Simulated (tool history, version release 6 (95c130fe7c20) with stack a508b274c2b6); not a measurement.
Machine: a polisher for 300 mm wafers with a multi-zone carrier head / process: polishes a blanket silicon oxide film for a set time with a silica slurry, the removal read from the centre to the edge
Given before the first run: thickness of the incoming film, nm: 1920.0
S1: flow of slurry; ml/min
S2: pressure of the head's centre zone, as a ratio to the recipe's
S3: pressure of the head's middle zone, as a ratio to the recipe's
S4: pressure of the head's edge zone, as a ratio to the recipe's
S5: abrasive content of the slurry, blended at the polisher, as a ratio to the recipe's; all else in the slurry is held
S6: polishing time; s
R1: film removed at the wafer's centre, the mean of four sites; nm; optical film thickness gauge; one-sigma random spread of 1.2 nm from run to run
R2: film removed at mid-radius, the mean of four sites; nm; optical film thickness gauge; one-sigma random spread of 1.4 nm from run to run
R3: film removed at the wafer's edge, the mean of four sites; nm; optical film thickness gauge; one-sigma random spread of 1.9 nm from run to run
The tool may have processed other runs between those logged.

{"run": 1, "hour": 0.0, "S1": 170, "S2": 1.0, "S3": 1.0, "S4": 1.0, "S5": 1.0, "S6": 86, "R1": 262.1, "R2": 257.52, "R3": 264.0}
{"run": 2, "hour": 4.5, "S1": 170, "S2": 1.0, "S3": 1.07, "S4": 1.0, "S5": 1.0, "S6": 86, "R1": 262.6, "R2": 266.5, "R3": 255.23}
{"run": 3, "hour": 10.3, "S1": 170, "S2": 1.06, "S3": 1.07, "S4": 1.0, "S5": 1.0, "S6": 86, "R1": 279.08, "R2": 273.17, "R3": 262.29}
{"run": 4, "hour": 18.0, "S1": 170, "S2": 1.01, "S3": 1.07, "S4": 1.0, "S5": 1.0, "S6": 86, "R1": 262.4, "R2": 267.55, "R3": 269.76}
{"run": 5, "hour": 21.6, "S1": 170, "S2": 1.01, "S3": 1.07, "S4": 1.0, "S5": 0.8, "S6": 86, "R1": 234.55, "R2": 240.37, "R3": 234.59}
{"run": 6, "hour": 30.0, "S1": 170, "S2": 1.04, "S3": 1.07, "S4": 1.0, "S5": 0.8, "S6": 86, "R1": 243.38, "R2": 241.35, "R3": 232.96}
{"run": 7, "hour": 33.9, "S1": 165, "S2": 1.03, "S3": 1.02, "S4": 0.97, "S5": 0.7, "S6": 80, "R1": 208.8, "R2": 201.61, "R3": 194.58}
{"run": 8, "hour": 35.6, "S1": 155, "S2": 1.0, "S3": 0.96, "S4": 0.94, "S5": 0.65, "S6": 79, "R1": 185.62, "R2": 173.22, "R3": 187.35}
{"run": 9, "hour": 43.3, "S1": 160, "S2": 1.01, "S3": 0.96, "S4": 0.91, "S5": 0.6, "S6": 76, "R1": 176.6, "R2": 163.29, "R3": 163.72}

For run 10, what comes out?
{"run": 10, "hour": 47.8, "S1": 150, "S2": 1.0, "S3": 0.94, "S4": 0.88, "S5": 0.6, "S6": 76, "R1": "?", "R2": "?", "R3": "?"}

{"run 10": {"R1": 168.96, "R2": 161.13, "R3": 159.93}}
